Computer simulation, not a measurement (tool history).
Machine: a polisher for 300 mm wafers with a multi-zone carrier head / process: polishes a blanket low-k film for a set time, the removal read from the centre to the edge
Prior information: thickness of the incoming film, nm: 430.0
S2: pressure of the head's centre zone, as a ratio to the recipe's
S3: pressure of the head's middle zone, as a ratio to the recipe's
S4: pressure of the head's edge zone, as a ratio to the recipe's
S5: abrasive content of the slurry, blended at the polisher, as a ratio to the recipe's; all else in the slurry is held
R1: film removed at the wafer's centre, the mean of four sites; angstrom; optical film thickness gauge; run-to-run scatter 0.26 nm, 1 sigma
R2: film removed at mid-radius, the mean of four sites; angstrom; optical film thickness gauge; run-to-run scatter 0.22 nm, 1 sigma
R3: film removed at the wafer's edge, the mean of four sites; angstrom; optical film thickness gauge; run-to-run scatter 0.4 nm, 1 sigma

run 1 day=0.000 | flow_of_slurry_(ml/min)=270 S2=1.00 S3=1.00 S4=1.00 S5=1.00 polishing_time_(s)=49 | R1=162.17 R2=166.24 R3=164.67
run 2 day=0.304 | flow_of_slurry_(ml/min)=270 S2=1.00 S3=1.00 S4=1.00 S5=1.00 polishing_time_(s)=54 | R1=179.27 R2=179.89 R3=176.70
run 3 day=0.429 | flow_of_slurry_(ml/min)=270 S2=1.00 S3=0.97 S4=1.05 S5=1.15 polishing_time_(s)=55 | R1=195.56 R2=183.90 R3=197.72
run 4 day=0.612 | flow_of_slurry_(ml/min)=270 S2=1.00 S3=0.92 S4=1.05 S5=1.15 polishing_time_(s)=55 | R1=191.57 R2=177.50 R3=201.28
run 5 day=0.958 | flow_of_slurry_(ml/min)=270 S2=1.00 S3=0.92 S4=1.05 S5=1.30 polishing_time_(s)=55 | R1=199.64 R2=184.24 R3=199.05
run 6 day=1.012 | flow_of_slurry_(ml/min)=270 S2=1.00 S3=0.92 S4=1.05 S5=1.30 polishing_time_(s)=67 | R1=242.15 R2=227.58 R3=254.49

Run 7 comes next. What will it give?
run 7 day=1.350 | flow_of_slurry_(ml/min)=270 S2=1.01 S3=0.91 S4=1.06 S5=1.30 polishing_time_(s)=67 | R1=? R2=? R3=?

R1: 245.37 angstrom
R2: 221.43 angstrom
R3: 247.09 angstrom
